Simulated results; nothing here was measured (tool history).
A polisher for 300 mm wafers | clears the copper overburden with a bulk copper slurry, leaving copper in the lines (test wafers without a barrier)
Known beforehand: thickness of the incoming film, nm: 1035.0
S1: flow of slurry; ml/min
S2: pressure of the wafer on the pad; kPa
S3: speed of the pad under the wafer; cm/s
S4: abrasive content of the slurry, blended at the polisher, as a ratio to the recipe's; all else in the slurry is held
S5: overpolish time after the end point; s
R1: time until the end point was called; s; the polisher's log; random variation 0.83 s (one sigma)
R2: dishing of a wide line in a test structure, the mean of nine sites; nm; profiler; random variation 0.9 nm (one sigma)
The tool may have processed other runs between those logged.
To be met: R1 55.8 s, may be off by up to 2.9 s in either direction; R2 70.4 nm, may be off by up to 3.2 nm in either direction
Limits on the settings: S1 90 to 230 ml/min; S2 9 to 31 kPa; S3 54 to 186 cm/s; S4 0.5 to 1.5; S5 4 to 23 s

run,hour,S1,S2,S3,S4,S5,R1,R2
1,0,150,20,118,1,12,86.215,72.781
2,3,150,21.4,120,1,11,78.889,72.873
3,8.1,150,22.8,120,1,10,75.456,71.494
4,14.5,150,22.8,132,1,10,68.868,75.441
5,21.9,150,23.4,132,1,9,67.487,73.005
6,29.3,180,23.4,132,1,9,65.835,72.758
7,35,180,24.1,132,1,8,64.695,69.276
8,43.6,180,24.8,132,1,8,63.317,72.702
9,44.2,180,25.5,134,1,7,61.525,66.766
10,46.9,180,26.2,134,1,7,58.805,68.082

Which single option among these 5 for the next run brings every result within its allowed miss of target? Just one does.
A,49.6,180,24.1,132,0.9,11,?,?
B,49.6,175,24.1,150,1.15,8,?,?
C,49.6,230,22.1,144,0.75,7,?,?
D,49.6,185,24.8,132,1,8,?,?
E,49.6,155,23.4,168,0.85,7,?,?

move,R1,R2
A,65.081,83.361
B,55.31,77.18
C,63.889,65.524
D,62.255,72.477
E,54.475,72.235
A: the biggest miss grows against the last run
B: the furthest-off result lands on target, but another misses its tolerance
C: the biggest miss grows against the last run
D: the biggest miss grows against the last run
E: in spec on every target
The right move is E.

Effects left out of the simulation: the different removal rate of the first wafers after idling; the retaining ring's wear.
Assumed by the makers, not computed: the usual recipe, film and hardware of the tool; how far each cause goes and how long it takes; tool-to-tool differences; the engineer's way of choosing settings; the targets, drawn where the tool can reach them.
